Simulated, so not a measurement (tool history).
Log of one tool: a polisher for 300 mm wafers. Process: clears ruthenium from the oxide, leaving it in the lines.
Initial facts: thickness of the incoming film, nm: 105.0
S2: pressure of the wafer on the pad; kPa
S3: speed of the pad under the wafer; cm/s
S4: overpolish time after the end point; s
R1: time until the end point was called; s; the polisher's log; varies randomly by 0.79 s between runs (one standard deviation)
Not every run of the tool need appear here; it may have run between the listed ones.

{"run": 1, "day": 0.0, "flow of slurry (ml/min)": 180, "S2": 14.5, "S3": 106, "S4": 21, "R1": 103.81}
{"run": 2, "day": 0.288, "flow of slurry (ml/min)": 165, "S2": 14.5, "S3": 106, "S4": 21, "R1": 107.12}
{"run": 3, "day": 0.579, "flow of slurry (ml/min)": 165, "S2": 14.5, "S3": 126, "S4": 21, "R1": 89.115}
{"run": 4, "day": 0.642, "flow of slurry (ml/min)": 170, "S2": 14.5, "S3": 126, "S4": 21, "R1": 88.552}
{"run": 5, "day": 0.679, "flow of slurry (ml/min)": 125, "S2": 14.5, "S3": 126, "S4": 21, "R1": 95.657}
{"run": 6, "day": 0.888, "flow of slurry (ml/min)": 135, "S2": 14.5, "S3": 126, "S4": 21, "R1": 94.269}
{"run": 7, "day": 1.15, "flow of slurry (ml/min)": 145, "S2": 14.5, "S3": 126, "S4": 21, "R1": 92.096}
{"run": 8, "day": 1.529, "flow of slurry (ml/min)": 150, "S2": 14.5, "S3": 126, "S4": 21, "R1": 90.394}
{"run": 9, "day": 1.829, "flow of slurry (ml/min)": 155, "S2": 14.5, "S3": 126, "S4": 21, "R1": 90.819}
{"run": 10, "day": 1.925, "flow of slurry (ml/min)": 160, "S2": 14.5, "S3": 126, "S4": 21, "R1": 89.555}
{"run": 11, "day": 2.092, "flow of slurry (ml/min)": 165, "S2": 14.5, "S3": 126, "S4": 21, "R1": 91.11}
{"day": 2.133, "done": "slurry nozzle cleaned"}
{"run": 12, "day": 2.133, "flow of slurry (ml/min)": 170, "S2": 14.5, "S3": 126, "S4": 21, "R1": 84.353}
{"run": 13, "day": 2.304, "flow of slurry (ml/min)": 180, "S2": 14.5, "S3": 126, "S4": 21, "R1": 83.737}

Predict the results of run 14:
{"run": 14, "day": 2.338, "flow of slurry (ml/min)": 190, "S2": 14.5, "S3": 126, "S4": 21, "R1": "?"}

For run 14 the tool returned R1 83.156 s.
